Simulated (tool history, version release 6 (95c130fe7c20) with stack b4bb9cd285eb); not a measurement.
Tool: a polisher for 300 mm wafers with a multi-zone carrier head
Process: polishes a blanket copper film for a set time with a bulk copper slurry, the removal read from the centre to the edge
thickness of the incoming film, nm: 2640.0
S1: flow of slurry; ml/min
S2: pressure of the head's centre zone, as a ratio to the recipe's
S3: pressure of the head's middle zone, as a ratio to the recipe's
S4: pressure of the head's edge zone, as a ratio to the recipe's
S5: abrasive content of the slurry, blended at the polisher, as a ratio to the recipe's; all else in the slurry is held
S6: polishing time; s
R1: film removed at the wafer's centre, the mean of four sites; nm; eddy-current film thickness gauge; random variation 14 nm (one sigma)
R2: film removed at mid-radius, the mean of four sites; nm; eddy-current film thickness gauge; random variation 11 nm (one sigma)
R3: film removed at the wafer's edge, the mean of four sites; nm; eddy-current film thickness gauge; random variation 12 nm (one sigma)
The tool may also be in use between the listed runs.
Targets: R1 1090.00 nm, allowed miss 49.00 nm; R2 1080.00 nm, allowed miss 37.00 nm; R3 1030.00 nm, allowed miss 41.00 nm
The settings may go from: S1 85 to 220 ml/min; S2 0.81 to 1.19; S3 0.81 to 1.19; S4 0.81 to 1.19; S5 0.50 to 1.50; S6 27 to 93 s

run  hour   S1    S2    S3    S4    S5  S6       R1       R2       R3
  1   0.0  140  1.00  1.00  1.00  1.00  59   844.17   862.08   840.01
  2   1.2  145  1.01  1.01  1.02  1.05  59   879.32   875.57   843.23
  3   9.2  180  1.01  1.01  1.02  1.05  59   929.20   896.45   887.84
  4  15.0  185  1.01  1.02  1.03  1.10  59   941.58   939.67   890.99
  5  17.4  185  1.01  1.02  0.97  1.10  59   911.66   921.84   871.79
  6  24.9  185  1.01  1.06  0.97  1.10  59   932.26   941.61   899.98
  7  25.9  185  1.01  1.07  0.98  1.10  59   935.59   954.53   871.16
  8  28.7  185  1.01  1.06  0.99  1.15  60   941.08   976.67   909.51
  9  31.9  185  1.01  1.06  0.99  1.15  60   942.37   967.19   913.94
 10  39.2  185  1.01  1.06  0.99  1.15  60   939.99   978.80   904.24
 11  41.9  190  1.01  1.05  1.00  1.15  61   975.81   987.26   936.67
 12  42.5  190  1.01  1.05  1.01  1.15  61   936.09   975.32   945.71
 13  43.8  190  1.01  1.05  1.01  1.15  61   966.28   984.29   945.14
 14  48.8  190  1.02  1.06  1.01  1.15  61   987.67   998.35   929.48
 15  53.0  200  1.03  1.04  1.03  1.25  63  1050.30  1028.20   965.10
 16  56.6  195  1.03  1.05  1.10  1.35  66  1115.80  1117.10  1066.00

Which of these 4 next moves meets every target?
  A  60.2  220  1.05  1.07  1.12  1.30  63   ?   ?   ?
  B  60.2  190  1.06  0.97  1.11  1.20  65   ?   ?   ?
  C  60.2  190  1.00  1.07  1.13  1.25  59   ?   ?   ?
  D  60.2  180  1.08  0.87  1.11  1.35  69   ?   ?   ?

move       R1       R2       R3
   A  1099.50  1088.60  1054.10
   B  1100.60   996.36  1051.80
   C   950.72   991.32   967.80
   D  1208.40   982.26  1139.20
A: meets every target
B: takes the result that was furthest off past its target
C: takes the result that was furthest off past its target
D: takes the result that was furthest off past its target
Answer: A
